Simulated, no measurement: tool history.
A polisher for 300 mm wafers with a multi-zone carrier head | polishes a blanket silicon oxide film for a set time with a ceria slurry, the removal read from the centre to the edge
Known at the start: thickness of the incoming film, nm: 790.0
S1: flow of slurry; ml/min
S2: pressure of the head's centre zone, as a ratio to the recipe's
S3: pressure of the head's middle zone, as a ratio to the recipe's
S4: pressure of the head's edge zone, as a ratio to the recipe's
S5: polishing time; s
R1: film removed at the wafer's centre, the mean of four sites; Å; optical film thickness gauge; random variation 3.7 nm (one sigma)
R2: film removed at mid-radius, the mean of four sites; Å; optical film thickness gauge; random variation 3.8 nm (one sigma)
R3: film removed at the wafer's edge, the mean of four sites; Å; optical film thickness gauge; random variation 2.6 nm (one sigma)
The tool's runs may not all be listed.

run	hour	S1	S2	S3	S4	S5	R1	R2	R3
1	0	300	1	1	1	88	2003.8	1900.2	1974.6
2	8.1	300	1	0.92	1	88	1983.8	1770.7	2001.2
3	13	255	1	0.92	1	88	1907.5	1820.8	1974.4
4	18.1	250	0.99	0.93	1.02	95	2061.1	1941.5	2119.8
5	18.9	250	0.99	0.86	1.02	95	1990.7	1787.9	2116.8
6	24.5	250	0.99	0.86	1.02	82	1792.4	1525.4	1856.7
7	30.7	260	0.98	0.89	1.04	91	1979.4	1782.6	2115.4
8	38.4	270	0.97	0.94	1.07	95	2011.8	1934	2204.8
9	40	270	0.97	0.94	1.07	95	2049.1	1922.4	2248.1
10	45.3	275	0.97	0.98	1.09	100	2151.1	2139.9	2383
11	51.7	285	0.97	1	1.11	103	2174	2257.4	2433.5
12	58.2	290	0.97	1	1.12	107	2323.5	2304.2	2576.1
13	67.1	295	0.97	1.02	1.13	110	2394.7	2425.6	2639.2

Forecast run 14:
14	70.9	295	0.97	1.03	1.14	112	?	?	?

R1: 2345.7 Å
R2: 2446.4 Å
R3: 2708 Å

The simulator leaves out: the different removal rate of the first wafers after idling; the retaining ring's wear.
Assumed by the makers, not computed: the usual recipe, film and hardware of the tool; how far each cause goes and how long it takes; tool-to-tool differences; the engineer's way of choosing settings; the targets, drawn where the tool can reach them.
